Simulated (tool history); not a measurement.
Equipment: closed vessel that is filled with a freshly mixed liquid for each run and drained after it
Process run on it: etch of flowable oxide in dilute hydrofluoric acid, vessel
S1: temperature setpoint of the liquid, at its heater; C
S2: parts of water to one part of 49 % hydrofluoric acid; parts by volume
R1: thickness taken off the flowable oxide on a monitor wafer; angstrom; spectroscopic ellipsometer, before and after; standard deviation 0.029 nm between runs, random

{"run": 1, "hour": 0.0, "S1": 24, "S2": 295, "time in the liquid (s)": 30, "R1": 46.868}
{"run": 2, "hour": 1.1, "S1": 25.5, "S2": 295, "time in the liquid (s)": 30, "R1": 49.792}
{"run": 3, "hour": 6.6, "S1": 26.5, "S2": 295, "time in the liquid (s)": 30, "R1": 51.289}
{"run": 4, "hour": 8.7, "S1": 26.5, "S2": 295, "time in the liquid (s)": 30, "R1": 50.824}
{"run": 5, "hour": 17.8, "S1": 26.5, "S2": 340, "time in the liquid (s)": 30, "R1": 42.555}
{"run": 6, "hour": 25.0, "S1": 23.5, "S2": 340, "time in the liquid (s)": 30, "R1": 38.666}
{"run": 7, "hour": 25.8, "S1": 26.5, "S2": 330, "time in the liquid (s)": 30, "R1": 44.359}
{"run": 8, "hour": 27.8, "S1": 28.5, "S2": 325, "time in the liquid (s)": 30, "R1": 48.569}
{"run": 9, "hour": 30.5, "S1": 29.5, "S2": 320, "time in the liquid (s)": 30, "R1": 50.58}
{"run": 10, "hour": 37.1, "S1": 30.5, "S2": 315, "time in the liquid (s)": 30, "R1": 53.339}

What does the tool deliver on the next run?
{"run": 11, "hour": 45.8, "S1": 31, "S2": 315, "time in the liquid (s)": 30, "R1": "?"}

{"run 11": {"R1": 54.817}}
